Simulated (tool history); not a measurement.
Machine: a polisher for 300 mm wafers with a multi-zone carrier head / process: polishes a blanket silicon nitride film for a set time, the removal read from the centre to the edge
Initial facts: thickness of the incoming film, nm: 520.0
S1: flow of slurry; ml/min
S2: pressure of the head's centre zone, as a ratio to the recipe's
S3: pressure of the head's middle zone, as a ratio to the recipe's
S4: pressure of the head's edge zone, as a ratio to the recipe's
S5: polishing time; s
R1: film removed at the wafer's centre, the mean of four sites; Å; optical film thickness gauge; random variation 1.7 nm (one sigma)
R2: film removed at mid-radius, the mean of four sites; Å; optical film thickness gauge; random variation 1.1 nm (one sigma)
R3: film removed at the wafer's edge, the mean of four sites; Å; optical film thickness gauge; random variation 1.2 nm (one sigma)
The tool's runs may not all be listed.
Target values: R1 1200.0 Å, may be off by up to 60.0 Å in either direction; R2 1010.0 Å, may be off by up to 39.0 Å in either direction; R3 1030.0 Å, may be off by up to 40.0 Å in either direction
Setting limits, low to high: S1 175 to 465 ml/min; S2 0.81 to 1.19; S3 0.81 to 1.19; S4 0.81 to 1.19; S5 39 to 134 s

run,hour,S1,S2,S3,S4,S5,R1,R2,R3
1,0.0,295,1.00,1.00,1.00,86,1332.6,1325.4,1297.4
2,4.9,295,1.00,0.92,1.00,86,1332.5,1276.9,1326.0
3,8.2,295,1.03,0.91,0.97,80,1259.2,1144.2,1213.0
4,11.4,295,1.03,0.91,0.91,80,1292.2,1166.9,1139.0
5,18.0,295,1.03,0.91,0.91,87,1413.6,1246.9,1278.3
6,21.4,290,1.03,0.89,0.89,82,1325.7,1164.2,1180.2
7,26.5,290,1.03,0.89,0.89,82,1323.8,1178.1,1190.7
8,30.0,290,1.04,0.88,0.88,78,1272.4,1108.9,1099.2
9,31.4,285,1.04,0.86,0.87,77,1232.7,1061.5,1099.6

Exactly one of the 5 candidate moves below puts every result within its allowed miss. Which one?
A,32.8,370,1.08,0.94,0.87,73,?,?,?
B,32.8,265,1.06,0.85,0.85,74,?,?,?
C,32.8,280,1.08,0.94,0.86,73,?,?,?
D,32.8,335,1.08,0.90,0.87,78,?,?,?
E,32.8,325,1.05,0.95,0.81,75,?,?,?

move,R1,R2,R3
A,1232.2,1103.6,1061.8
B,1197.2,1015.8,1049.6
C,1209.0,1084.8,1042.5
D,1307.6,1134.1,1129.9
E,1220.0,1134.4,1050.4
A: meets the target for the result that was furthest off, but another lies outside its allowed miss
B: every result within its allowed miss
C: meets the target for the result that was furthest off, but another lies outside its allowed miss
D: misses by more than the last run did
E: meets the target for the result that was furthest off, but another lies outside its allowed miss
B is the move that brings every result within its allowed miss.
